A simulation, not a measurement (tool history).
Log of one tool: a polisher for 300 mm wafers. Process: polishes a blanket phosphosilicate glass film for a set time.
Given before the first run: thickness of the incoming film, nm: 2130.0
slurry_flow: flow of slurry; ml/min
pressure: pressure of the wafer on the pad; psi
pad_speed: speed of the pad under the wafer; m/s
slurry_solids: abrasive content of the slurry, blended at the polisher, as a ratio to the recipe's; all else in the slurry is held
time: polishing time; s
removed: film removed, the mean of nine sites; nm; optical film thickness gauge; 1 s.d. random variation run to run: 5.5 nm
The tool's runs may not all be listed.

run  hour  slurry_flow  pressure  pad_speed  slurry_solids  time  removed
  1   0.0          160       2.6       1.08            1.0   103   743.82
  2   2.1          160       2.6       1.08            1.0   108   791.01
  3   3.4          145       2.6       1.08            1.0   108   780.78
  4   8.9          145       2.6       1.08            1.0   108   768.91
  5  17.9          145       2.6       1.32            1.0   108   901.53
  6  22.9          145       2.6       1.32            1.2   108   994.18
  7  31.7          140       2.3       1.32            1.2   108   882.03
  8  40.3          125       1.6       1.30            1.2   108   606.59
  9  45.6          130       1.6       1.30            1.2   108   605.03
 10  50.9          135       1.6       1.30            1.2   108   610.53

Expected results for the next run?
 11  53.9          140       1.6       1.30            1.2   108        ?

{"run 11": {"removed": 609.46}}

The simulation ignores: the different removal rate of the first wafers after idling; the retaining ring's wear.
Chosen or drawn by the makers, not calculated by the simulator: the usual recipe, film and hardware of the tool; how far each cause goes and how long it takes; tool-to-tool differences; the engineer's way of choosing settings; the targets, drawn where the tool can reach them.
